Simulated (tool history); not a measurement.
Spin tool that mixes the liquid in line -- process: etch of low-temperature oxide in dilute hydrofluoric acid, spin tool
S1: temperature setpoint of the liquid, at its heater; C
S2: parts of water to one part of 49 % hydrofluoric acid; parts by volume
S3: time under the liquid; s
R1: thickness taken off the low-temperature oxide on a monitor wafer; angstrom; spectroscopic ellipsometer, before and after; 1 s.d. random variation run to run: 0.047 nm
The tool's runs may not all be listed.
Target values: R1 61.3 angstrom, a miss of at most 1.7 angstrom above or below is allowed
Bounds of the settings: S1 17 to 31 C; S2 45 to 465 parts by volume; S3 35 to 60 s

run 1 day=0 | S1=23 S2=255 S3=60 | R1=51.37
run 2 day=0.188 | S1=23 S2=255 S3=60 | R1=50.422
run 3 day=0.512 | S1=20.5 S2=255 S3=60 | R1=46.368
run 4 day=0.629 | S1=22.5 S2=255 S3=60 | R1=50.061
run 5 day=0.979 | S1=22.5 S2=195 S3=60 | R1=69.607
run 6 day=1.321 | S1=22.5 S2=145 S3=60 | R1=98.882
-- day=1.354 hydrofluoric acid flow meter replaced
run 7 day=1.354 | S1=21 S2=160 S3=60 | R1=76.85
run 8 day=1.7 | S1=20 S2=160 S3=60 | R1=74.759
run 9 day=1.767 | S1=19 S2=160 S3=60 | R1=70.956
run 10 day=2.021 | S1=17 S2=175 S3=60 | R1=59.324

5 next moves are on the table. One of them brings every result within its allowed miss. Which?
run A day=2.275 | S1=23 S2=200 S3=60 | R1=?
run B day=2.275 | S1=21.5 S2=185 S3=60 | R1=?
run C day=2.275 | S1=17 S2=160 S3=60 | R1=?
run D day=2.275 | S1=18 S2=165 S3=60 | R1=?
run E day=2.275 | S1=18 S2=175 S3=60 | R1=?

move=A R1=63.727
move=B R1=66.117
move=C R1=65.593
move=D R1=65.916
move=E R1=61.55
A: carries the result that was furthest off beyond its target, to the other side
B: carries the result that was furthest off beyond its target, to the other side
C: carries the result that was furthest off beyond its target, to the other side
D: carries the result that was furthest off beyond its target, to the other side
E: hits every target within its allowed miss
The right move is E.

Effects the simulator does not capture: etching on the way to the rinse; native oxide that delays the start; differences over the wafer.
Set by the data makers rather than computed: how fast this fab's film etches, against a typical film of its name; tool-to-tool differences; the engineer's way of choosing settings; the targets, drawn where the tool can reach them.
